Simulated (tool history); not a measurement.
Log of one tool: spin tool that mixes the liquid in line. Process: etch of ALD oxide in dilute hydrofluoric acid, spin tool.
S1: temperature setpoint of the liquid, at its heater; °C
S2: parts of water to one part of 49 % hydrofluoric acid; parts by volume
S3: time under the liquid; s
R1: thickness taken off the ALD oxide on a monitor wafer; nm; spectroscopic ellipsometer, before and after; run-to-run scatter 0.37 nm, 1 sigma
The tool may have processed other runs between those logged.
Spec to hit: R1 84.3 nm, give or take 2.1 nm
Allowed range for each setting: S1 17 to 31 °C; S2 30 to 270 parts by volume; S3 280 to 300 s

run  hour    S1   S2   S3      R1
  1     0    23  150  280  53.324
  2   2.8    25  145  280  60.669
  3   7.5    25  170  280   50.39
  4  13.8  26.5  160  280  56.945
  5  19.5  27.5  150  280   63.56
  6  23.6    24  150  280  55.822
  7  28.2    26  145  280  62.643
  8  30.8  27.5  140  280  69.174
  9  36.5  28.5  135  280  74.594

Which one of the following 4 next-run settings gets every result inside its allowed miss? There is exactly one.
  A  42.2  31  135  300   ?
  B  42.2  26  120  300   ?
  C  42.2  28  120  300   ?
  D  42.2  26  140  280   ?

move      R1
   A   87.39
   B  83.259
   C  89.822
   D  64.988
A: pushes the last run's worst result past its target
B: meets every target
C: pushes the last run's worst result past its target
D: lands further from the targets than the last run did
Correct choice: B, which meets every target
